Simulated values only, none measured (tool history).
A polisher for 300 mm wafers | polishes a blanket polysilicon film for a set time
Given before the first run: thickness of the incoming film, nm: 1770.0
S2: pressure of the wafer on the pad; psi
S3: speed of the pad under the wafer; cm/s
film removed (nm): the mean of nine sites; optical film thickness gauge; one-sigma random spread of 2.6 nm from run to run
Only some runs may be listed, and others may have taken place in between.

run 1 hour=0 | flow_of_slurry_(ml/min)=315 S2=2.1 S3=120 polishing_time_(s)=62 | film_removed_(nm)=496.12
run 2 hour=0.8 | flow_of_slurry_(ml/min)=315 S2=2.6 S3=120 polishing_time_(s)=62 | film_removed_(nm)=603.05
run 3 hour=3.4 | flow_of_slurry_(ml/min)=315 S2=2.6 S3=140 polishing_time_(s)=62 | film_removed_(nm)=674.61
run 4 hour=9.6 | flow_of_slurry_(ml/min)=315 S2=2.4 S3=140 polishing_time_(s)=62 | film_removed_(nm)=631.68
run 5 hour=12.7 | flow_of_slurry_(ml/min)=265 S2=2.4 S3=140 polishing_time_(s)=62 | film_removed_(nm)=622.6
run 6 hour=17.2 | flow_of_slurry_(ml/min)=265 S2=2.4 S3=140 polishing_time_(s)=62 | film_removed_(nm)=622.48
run 7 hour=21.1 | flow_of_slurry_(ml/min)=265 S2=2.2 S3=140 polishing_time_(s)=62 | film_removed_(nm)=569.92
run 8 hour=23.6 | flow_of_slurry_(ml/min)=265 S2=2.1 S3=140 polishing_time_(s)=62 | film_removed_(nm)=551.93
run 9 hour=26.9 | flow_of_slurry_(ml/min)=260 S2=1.5 S3=138 polishing_time_(s)=62 | film_removed_(nm)=406.7
run 10 hour=35.4 | flow_of_slurry_(ml/min)=255 S2=1.3 S3=138 polishing_time_(s)=62 | film_removed_(nm)=359.16
run 11 hour=38.8 | flow_of_slurry_(ml/min)=260 S2=1.3 S3=138 polishing_time_(s)=62 | film_removed_(nm)=361.95
run 12 hour=47.4 | flow_of_slurry_(ml/min)=275 S2=1.4 S3=138 polishing_time_(s)=62 | film_removed_(nm)=386.88
run 13 hour=54.2 | flow_of_slurry_(ml/min)=270 S2=1.4 S3=138 polishing_time_(s)=62 | film_removed_(nm)=387.11
-- hour=55.5 worn pad replaced by a new one
run 14 hour=55.5 | flow_of_slurry_(ml/min)=265 S2=1.4 S3=138 polishing_time_(s)=62 | film_removed_(nm)=431.93
run 15 hour=58 | flow_of_slurry_(ml/min)=260 S2=1.4 S3=138 polishing_time_(s)=62 | film_removed_(nm)=429.21
run 16 hour=61 | flow_of_slurry_(ml/min)=275 S2=1.4 S3=138 polishing_time_(s)=62 | film_removed_(nm)=435.63
run 17 hour=66.3 | flow_of_slurry_(ml/min)=270 S2=1.4 S3=138 polishing_time_(s)=62 | film_removed_(nm)=431.72
run 18 hour=67.3 | flow_of_slurry_(ml/min)=260 S2=1.4 S3=138 polishing_time_(s)=62 | film_removed_(nm)=433.39
run 19 hour=68.1 | flow_of_slurry_(ml/min)=275 S2=1.4 S3=138 polishing_time_(s)=62 | film_removed_(nm)=431.23

Estimate the outcome of run 20 from the log above:
run 20 hour=75.1 | flow_of_slurry_(ml/min)=270 S2=1.4 S3=138 polishing_time_(s)=62 | film_removed_(nm)=?

Run 20 produced film removed (nm) 428.21.
